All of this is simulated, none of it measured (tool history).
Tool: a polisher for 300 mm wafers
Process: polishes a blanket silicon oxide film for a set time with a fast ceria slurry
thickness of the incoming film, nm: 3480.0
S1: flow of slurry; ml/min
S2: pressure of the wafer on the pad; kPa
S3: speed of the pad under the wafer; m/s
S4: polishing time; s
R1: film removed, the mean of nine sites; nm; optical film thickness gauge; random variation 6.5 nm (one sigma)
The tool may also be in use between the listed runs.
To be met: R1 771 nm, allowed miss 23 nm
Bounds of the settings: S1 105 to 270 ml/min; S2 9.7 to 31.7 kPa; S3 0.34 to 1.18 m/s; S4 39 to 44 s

{"run": 1, "hour": 0.0, "S1": 175, "S2": 20.7, "S3": 0.76, "S4": 44, "R1": 724.46}
{"run": 2, "hour": 6.8, "S1": 175, "S2": 20.7, "S3": 0.6, "S4": 44, "R1": 623.35}
{"run": 3, "hour": 9.6, "S1": 220, "S2": 20.7, "S3": 0.6, "S4": 44, "R1": 637.02}
{"run": 4, "hour": 10.9, "S1": 220, "S2": 22.1, "S3": 0.6, "S4": 44, "R1": 673.74}
{"run": 5, "hour": 18.8, "S1": 180, "S2": 22.1, "S3": 0.6, "S4": 44, "R1": 651.95}
{"run": 6, "hour": 27.6, "S1": 180, "S2": 24.8, "S3": 0.6, "S4": 44, "R1": 729.16}
{"run": 7, "hour": 28.5, "S1": 180, "S2": 24.8, "S3": 0.6, "S4": 44, "R1": 733.88}
{"run": 8, "hour": 31.2, "S1": 185, "S2": 24.8, "S3": 0.6, "S4": 44, "R1": 737.56}
{"hour": 34.8, "done": "head pressure recalibrated"}
{"run": 9, "hour": 34.8, "S1": 185, "S2": 24.8, "S3": 0.6, "S4": 44, "R1": 682.28}
{"run": 10, "hour": 41.7, "S1": 185, "S2": 26.2, "S3": 0.6, "S4": 44, "R1": 728.84}
{"run": 11, "hour": 46.0, "S1": 185, "S2": 26.9, "S3": 0.6, "S4": 44, "R1": 733.3}

4 next moves are on the table. One of them brings every result within its allowed miss. Which?
{"run": "A", "hour": 50.3, "S1": 180, "S2": 29.6, "S3": 0.54, "S4": 40, "R1": "?"}
{"run": "B", "hour": 50.3, "S1": 230, "S2": 24.8, "S3": 0.66, "S4": 42, "R1": "?"}
{"run": "C", "hour": 50.3, "S1": 165, "S2": 26.2, "S3": 0.6, "S4": 43, "R1": "?"}
{"run": "D", "hour": 50.3, "S1": 165, "S2": 29.6, "S3": 0.56, "S4": 44, "R1": "?"}

move=A R1=680.97
move=B R1=714.76
move=C R1=686.99
move=D R1=756.56
A: further off than the last run
B: further off than the last run
C: further off than the last run
D: meets every target
The right move is D.
